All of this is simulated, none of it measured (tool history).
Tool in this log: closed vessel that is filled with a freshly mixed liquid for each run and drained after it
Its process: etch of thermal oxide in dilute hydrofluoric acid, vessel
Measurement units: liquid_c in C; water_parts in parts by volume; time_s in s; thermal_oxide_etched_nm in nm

| run | day | liquid_c | water_parts | time_s | thermal_oxide_etched_nm |
|---|---|---|---|---|---|
| 1 | 0 | 24 | 225 | 335 | 5.6901 |
| 2 | 0.142 | 26.5 | 225 | 335 | 6.1534 |
| 3 | 0.375 | 24.5 | 225 | 335 | 5.7816 |
| 4 | 0.75 | 24.5 | 225 | 250 | 4.3066 |
| 5 | 0.983 | 25 | 225 | 250 | 4.4281 |
| 6 | 1.05 | 25 | 300 | 250 | 3.0633 |
| 7 | 1.371 | 26.5 | 295 | 250 | 3.3559 |
| 8 | 1.583 | 27.5 | 290 | 250 | 3.4842 |
| 9 | 1.775 | 28.5 | 285 | 250 | 3.7035 |
| 10 | 1.858 | 29 | 280 | 250 | 3.8707 |
| 11 | 1.908 | 29.5 | 275 | 250 | 4.015 |
| 12 | 2.171 | 30 | 270 | 250 | 4.1393 |

What will run 13 give?
| 13 | 2.342 | 30.5 | 265 | 250 | ? |

Run 13 came out at thermal_oxide_etched_nm 4.3603 nm.
